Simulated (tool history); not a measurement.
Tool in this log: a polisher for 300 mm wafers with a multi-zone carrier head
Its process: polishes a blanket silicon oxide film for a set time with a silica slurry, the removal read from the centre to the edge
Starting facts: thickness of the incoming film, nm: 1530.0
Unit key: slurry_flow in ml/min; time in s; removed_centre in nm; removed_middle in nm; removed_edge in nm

run  hour  slurry_flow  centre_zone  middle_zone  edge_zone  slurry_solids  time  removed_centre  removed_middle  removed_edge
  1   0.0          260         1.00         1.00       1.00           1.00    81          128.25          127.32        131.96
  2   8.7          260         1.00         1.00       1.00           1.00    66          102.84          103.93        102.90
  3  10.9          260         1.00         1.00       1.00           1.15    66          107.66          107.46        112.01
  4  12.6          260         1.00         1.06       1.00           1.15    66          109.57          116.02        110.27
  5  15.9          265         1.03         1.06       1.02           1.20    67          115.61          119.22        118.58
  6  21.0          265         1.03         0.99       1.02           1.20    67          115.19          109.89        114.80
  7  24.8          265         1.05         1.00       1.03           1.25    68          121.79          114.29        117.74
  8  28.1          270         1.06         1.00       1.04           1.30    69          126.03          122.12        122.98

For run 9, what comes out?
  9  31.8          265         1.07         0.99       1.05           1.35    70               ?               ?             ?

removed_centre: 132.48 nm
removed_middle: 123.10 nm
removed_edge: 124.19 nm
